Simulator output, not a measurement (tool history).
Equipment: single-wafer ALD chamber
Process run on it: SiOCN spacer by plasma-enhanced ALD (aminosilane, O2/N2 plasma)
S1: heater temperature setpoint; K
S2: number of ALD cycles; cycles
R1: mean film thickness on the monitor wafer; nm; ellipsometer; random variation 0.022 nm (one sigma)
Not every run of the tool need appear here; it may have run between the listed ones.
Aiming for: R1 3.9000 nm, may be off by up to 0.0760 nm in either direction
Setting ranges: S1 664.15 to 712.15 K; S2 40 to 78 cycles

run  hour      S1  S2      R1
  1   0.0  688.15  59  3.5218
  2   2.5  688.15  53  3.1411
  3   3.2  697.15  53  3.0463
  4   5.1  693.15  55  3.2083
  5   7.4  689.15  55  3.2539
  6   8.6  698.15  55  3.1322
  7  15.5  693.15  57  3.3281
  8  19.5  689.15  58  3.4256
  9  23.6  686.15  59  3.5331
 10  25.7  683.15  60  3.5980
 11  32.5  681.15  61  3.7363
 12  39.8  681.15  61  3.7139

Exercise: of the 4 proposed moves below, exactly one satisfies all targets within the stated allowed misses. Which move is it?
  A  47.1  674.15  57   ?
  B  47.1  683.15  62   ?
  C  47.1  679.15  64   ?
  D  47.1  675.15  66   ?

move      R1
   A  3.5523
   B  3.7561
   C  3.9319
   D  4.1110
A: the biggest miss grows against the last run
B: an improvement on the last run, though not all results are within tolerance
C: every result within its allowed miss
D: takes the result that was furthest off past its target
Go with C: it meets all targets.

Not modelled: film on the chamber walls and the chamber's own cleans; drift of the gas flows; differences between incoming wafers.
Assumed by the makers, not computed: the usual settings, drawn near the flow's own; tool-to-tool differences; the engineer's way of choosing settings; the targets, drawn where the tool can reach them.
